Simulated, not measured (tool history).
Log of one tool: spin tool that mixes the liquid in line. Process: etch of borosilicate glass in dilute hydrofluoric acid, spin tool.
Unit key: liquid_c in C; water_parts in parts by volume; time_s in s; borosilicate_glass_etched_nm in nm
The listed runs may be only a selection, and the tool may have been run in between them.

Run 1, hour 0.0: liquid_c 24.0 C, water_parts 200 parts by volume, time_s 100 s. Result: borosilicate_glass_etched_nm 10.9830 nm.
Run 2, hour 7.2: liquid_c 21.5 C, water_parts 200 parts by volume, time_s 100 s. Result: borosilicate_glass_etched_nm 10.0610 nm.
Run 3, hour 15.6: liquid_c 21.5 C, water_parts 200 parts by volume, time_s 105 s. Result: borosilicate_glass_etched_nm 10.3920 nm.
Run 4, hour 20.4: liquid_c 23.0 C, water_parts 185 parts by volume, time_s 105 s. Result: borosilicate_glass_etched_nm 12.2160 nm.
Run 5, hour 27.8: liquid_c 23.0 C, water_parts 185 parts by volume, time_s 105 s. Result: borosilicate_glass_etched_nm 12.1360 nm.
Run 6, hour 31.1: liquid_c 23.0 C, water_parts 245 parts by volume, time_s 105 s. Result: borosilicate_glass_etched_nm 8.6101 nm.
Run 7, hour 40.1: liquid_c 24.5 C, water_parts 220 parts by volume, time_s 105 s. Result: borosilicate_glass_etched_nm 10.4370 nm.
Run 8, hour 43.6: liquid_c 25.5 C, water_parts 195 parts by volume, time_s 105 s. Result: borosilicate_glass_etched_nm 12.4730 nm.
At hour 46.7: thermometer replaced.
Run 9, hour 46.7: liquid_c 26.5 C, water_parts 175 parts by volume, time_s 105 s. Result: borosilicate_glass_etched_nm 15.6700 nm.
Run 10, hour 47.5: liquid_c 27.5 C, water_parts 165 parts by volume, time_s 105 s. Result: borosilicate_glass_etched_nm 17.2640 nm.
Run 11, hour 54.1: liquid_c 28.0 C, water_parts 155 parts by volume, time_s 105 s. Result: borosilicate_glass_etched_nm 18.9410 nm.

What will run 12 give?
Run 12, hour 57.4: liquid_c 28.5 C, water_parts 150 parts by volume, time_s 105 s. Result: borosilicate_glass_etched_nm ?.

Logged for run 12: borosilicate_glass_etched_nm 20.1420 nm.
